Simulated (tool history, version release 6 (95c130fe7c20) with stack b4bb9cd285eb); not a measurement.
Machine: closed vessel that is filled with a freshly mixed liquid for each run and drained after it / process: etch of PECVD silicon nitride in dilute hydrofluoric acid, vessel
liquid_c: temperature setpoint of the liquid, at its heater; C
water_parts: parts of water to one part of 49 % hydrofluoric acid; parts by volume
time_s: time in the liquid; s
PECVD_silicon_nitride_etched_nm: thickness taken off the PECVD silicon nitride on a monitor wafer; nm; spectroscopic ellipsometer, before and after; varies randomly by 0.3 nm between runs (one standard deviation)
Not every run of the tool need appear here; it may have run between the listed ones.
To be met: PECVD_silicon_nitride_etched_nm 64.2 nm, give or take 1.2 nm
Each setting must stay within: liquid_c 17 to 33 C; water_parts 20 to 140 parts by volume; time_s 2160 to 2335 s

run	hour	liquid_c	water_parts	time_s	PECVD_silicon_nitride_etched_nm
1	0	25	75	2160	43.806
2	5.2	26	75	2160	46.368
3	7.9	23	75	2160	38.6
4	10.8	26	75	2160	46.798
5	16.7	26	105	2160	33.518
6	19.3	26	85	2160	41.247
7	24.2	27.5	85	2160	45.387
8	27.9	31.5	85	2160	58.721
9	35.2	32	85	2160	60.29
10	42.3	32.5	85	2160	62.633

Of the 5 settings listed for the next run, only one would bring every result within its allowed miss of target. Which one?
A	49.4	30.5	75	2160	?
B	49.4	30	75	2220	?
C	49.4	33	95	2245	?
D	49.4	33	95	2255	?
E	49.4	33	90	2310	?

move	PECVD_silicon_nitride_etched_nm
A	61.93
B	61.672
C	59.185
D	59.449
E	64.346
A: the biggest miss grows against the last run
B: the biggest miss grows against the last run
C: the biggest miss grows against the last run
D: the biggest miss grows against the last run
E: every result lands within tolerance
E is the move that brings every result within its allowed miss.
